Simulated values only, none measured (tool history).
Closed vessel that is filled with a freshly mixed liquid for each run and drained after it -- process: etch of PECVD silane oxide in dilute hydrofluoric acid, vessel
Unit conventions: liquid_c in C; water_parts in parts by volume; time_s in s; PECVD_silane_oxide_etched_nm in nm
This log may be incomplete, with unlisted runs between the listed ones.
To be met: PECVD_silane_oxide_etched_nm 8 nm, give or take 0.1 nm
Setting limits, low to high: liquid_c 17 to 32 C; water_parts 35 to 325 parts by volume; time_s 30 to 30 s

| run | hour | liquid_c | water_parts | time_s | PECVD_silane_oxide_etched_nm |
|---|---|---|---|---|---|
| 1 | 0 | 24 | 180 | 30 | 4.8586 |
| 2 | 1.3 | 24 | 180 | 30 | 4.8586 |
| 3 | 2.1 | 25.5 | 180 | 30 | 5.0971 |
| 4 | 6.4 | 25.5 | 180 | 30 | 5.1241 |
| 5 | 13 | 26.5 | 175 | 30 | 5.5177 |
| 6 | 20.4 | 27 | 170 | 30 | 5.8208 |
| 7 | 22.8 | 27.5 | 170 | 30 | 5.8987 |
| 8 | 30.4 | 28 | 165 | 30 | 6.2398 |
| 9 | 34.6 | 28.5 | 165 | 30 | 6.3917 |
| 10 | 42 | 29 | 165 | 30 | 6.4608 |
| 11 | 46.2 | 32 | 145 | 30 | 8.4042 |
| 12 | 47.4 | 31.5 | 145 | 30 | 8.23 |
| 13 | 54.2 | 31 | 145 | 30 | 8.1436 |

Of the 4 settings listed for the next run, only one would bring every result within its allowed miss of target. Which one?
| A | 61 | 27 | 130 | 30 | ? |
| B | 61 | 29.5 | 135 | 30 | ? |
| C | 61 | 25.5 | 120 | 30 | ? |
| D | 61 | 31 | 140 | 30 | ? |

| move | PECVD_silane_oxide_etched_nm |
|---|---|
| A | 8.0042 |
| B | 8.4026 |
| C | 8.2927 |
| D | 8.4978 |
A: each result inside its tolerance
B: moves away from the targets compared with the last run
C: moves away from the targets compared with the last run
D: moves away from the targets compared with the last run
A meets every target.
